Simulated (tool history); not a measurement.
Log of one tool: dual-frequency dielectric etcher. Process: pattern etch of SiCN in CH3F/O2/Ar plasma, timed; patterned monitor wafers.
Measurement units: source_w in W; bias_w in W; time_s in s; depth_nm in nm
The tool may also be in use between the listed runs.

run  hour  source_w  bias_w  time_s  depth_nm
  1     0       470     105    32.5    14.736
  2   6.4       470     105    32.5    14.663
  3   8.7       470      93    32.5    14.168
  4  16.1       440      92    32.5    13.946
  5  21.7       440      92    32.5    13.795
  6  28.1       500      92    32.5    14.317
  7  36.5       470      89    32.5    14.018
  8  38.6       440      87    32.5    13.637
  9  43.2       410      86    32.5    13.379
 10  46.2       390      85    32.5    12.909
 11    47       380      85    32.5    13.053
 12  48.1       360      84    32.5    12.805
 13  55.4       360      84    32.5    12.747

Forecast run 14:
 14    63       350      84    32.5         ?

{"run 14": {"depth_nm": 12.606}}
